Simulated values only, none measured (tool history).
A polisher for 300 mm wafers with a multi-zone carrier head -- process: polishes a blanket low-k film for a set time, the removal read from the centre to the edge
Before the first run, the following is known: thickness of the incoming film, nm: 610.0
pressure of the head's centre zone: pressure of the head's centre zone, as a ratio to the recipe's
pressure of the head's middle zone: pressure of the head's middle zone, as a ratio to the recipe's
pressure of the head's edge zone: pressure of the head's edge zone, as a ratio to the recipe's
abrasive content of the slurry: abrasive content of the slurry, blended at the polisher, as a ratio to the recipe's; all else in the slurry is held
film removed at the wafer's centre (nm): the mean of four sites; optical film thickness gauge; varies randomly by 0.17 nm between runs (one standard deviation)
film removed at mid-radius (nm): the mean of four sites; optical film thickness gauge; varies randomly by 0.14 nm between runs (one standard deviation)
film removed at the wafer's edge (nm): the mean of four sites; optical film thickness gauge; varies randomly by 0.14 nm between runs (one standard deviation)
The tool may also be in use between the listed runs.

run	hour	flow of slurry (ml/min)	pressure of the head's centre zone	pressure of the head's middle zone	pressure of the head's edge zone	abrasive content of the slurry	polishing time (s)	film removed at the wafer's centre (nm)	film removed at mid-radius (nm)	film removed at the wafer's edge (nm)
1	0	280	1	1	1	1	44	17.683	19.123	19.556
2	1.9	285	1.02	0.99	0.98	0.9	43	16.972	17.694	17.908
3	8.9	285	1.02	0.99	0.94	0.9	43	16.86	18.156	17.691
4	10.4	285	1.07	0.99	0.94	0.9	43	17.978	17.975	17.51
5	11	285	1.07	0.94	0.94	0.9	43	17.987	17.548	17.85
6	15.6	285	1.08	0.94	0.93	0.85	42	16.744	16.386	16.655
# hour 21.5: centre zone pressure recalibrated
7	21.5	285	1.1	0.94	0.92	0.8	41	17.988	15.791	15.742
8	28.6	285	1.08	0.93	0.91	0.75	40	16.449	14.845	15.015
9	34	285	1.07	0.93	0.9	0.7	40	16.146	14.126	14.438

What does the tool deliver on the next run?
10	42.8	285	1.05	0.94	0.89	0.65	40	?	?	?

{"run 10": {"film removed at the wafer's centre (nm)": 15.377, "film removed at mid-radius (nm)": 14.122, "film removed at the wafer's edge (nm)": 13.606}}
